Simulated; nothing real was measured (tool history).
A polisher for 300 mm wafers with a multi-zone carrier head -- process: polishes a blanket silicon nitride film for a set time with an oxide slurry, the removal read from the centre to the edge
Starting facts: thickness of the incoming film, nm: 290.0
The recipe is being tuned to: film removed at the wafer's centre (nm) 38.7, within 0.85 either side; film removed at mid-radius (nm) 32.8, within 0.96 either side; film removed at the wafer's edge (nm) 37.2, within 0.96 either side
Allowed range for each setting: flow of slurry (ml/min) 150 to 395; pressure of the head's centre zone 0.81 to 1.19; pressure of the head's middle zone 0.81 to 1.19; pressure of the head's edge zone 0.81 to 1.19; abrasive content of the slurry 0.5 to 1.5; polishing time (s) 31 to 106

run,day,flow of slurry (ml/min),pressure of the head's centre zone,pressure of the head's middle zone,pressure of the head's edge zone,abrasive content of the slurry,polishing time (s),film removed at the wafer's centre (nm),film removed at mid-radius (nm),film removed at the wafer's edge (nm)
1,0,250,1,1,1,1,68,37.943,39.124,38.953
2,0.171,250,1,0.96,1,1,68,37.956,37.614,39.375
3,0.492,250,0.92,0.96,1,1,68,35.005,37.909,38.648
4,0.733,250,0.92,0.96,1,1.15,68,37.092,40.489,41.703
5,1.021,250,0.88,0.96,1,1.15,68,35.666,40.858,41.316
6,1.367,240,0.91,0.92,0.96,1.15,68,36.87,39.327,40.592
7,1.738,230,0.94,0.89,0.95,1.1,68,36.858,37.102,39.294
8,2.054,225,0.96,0.87,0.94,1.1,68,37.762,35.728,39.166
9,2.112,220,0.97,0.86,0.93,1.1,68,38.146,35.041,39.273
10,2.325,215,0.98,0.85,0.91,1.1,68,38.514,35.241,38.815
11,2.679,210,0.99,0.84,0.9,1.1,68,38.507,35.046,38.002

Next run, 5 choices. One meets every target within its allowed miss, the rest don't. Which?
A,3.033,170,0.94,0.91,0.81,1.1,74,?,?,?
B,3.033,285,0.99,0.94,0.89,1.1,67,?,?,?
C,3.033,150,1.08,1,0.9,1.15,65,?,?,?
D,3.033,160,1.02,0.81,0.87,1.1,69,?,?,?
E,3.033,195,0.98,0.89,0.81,1.1,71,?,?,?

move,film removed at the wafer's centre (nm),film removed at mid-radius (nm),film removed at the wafer's edge (nm)
A,38.596,39.437,39.261
B,39.275,38.843,38.681
C,38.991,37.514,36.333
D,38.691,33.124,37.613
E,39.374,37.788,38.163
A: the biggest miss grows against the last run
B: the biggest miss grows against the last run
C: the biggest miss grows against the last run
D: all results land within tolerance of their targets
E: the biggest miss grows against the last run
The move that meets every target is D.
